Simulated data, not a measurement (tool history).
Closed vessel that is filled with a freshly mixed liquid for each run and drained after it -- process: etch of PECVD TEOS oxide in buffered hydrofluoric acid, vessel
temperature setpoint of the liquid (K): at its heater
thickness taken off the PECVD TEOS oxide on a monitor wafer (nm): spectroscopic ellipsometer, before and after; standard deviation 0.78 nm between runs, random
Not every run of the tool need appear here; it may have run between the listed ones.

run	day	temperature setpoint of the liquid (K)	parts of 40 % ammonium fluoride to one part of 49 % hydrofluoric acid (parts by volume)	time in the liquid (s)	thickness taken off the PECVD TEOS oxide on a monitor wafer (nm)
1	0.000	295.15	13.5	30	40.113
2	0.171	295.15	10.0	30	53.091
3	0.508	297.65	9.5	30	62.764
4	0.546	299.15	9.0	30	70.566
5	0.583	300.15	8.5	30	80.300
6	0.821	300.65	8.5	30	81.213

The next listed run, before its measurement:
7	0.975	301.15	8.5	30	?

Run 7 yielded thickness taken off the PECVD TEOS oxide on a monitor wafer (nm) 84.254.
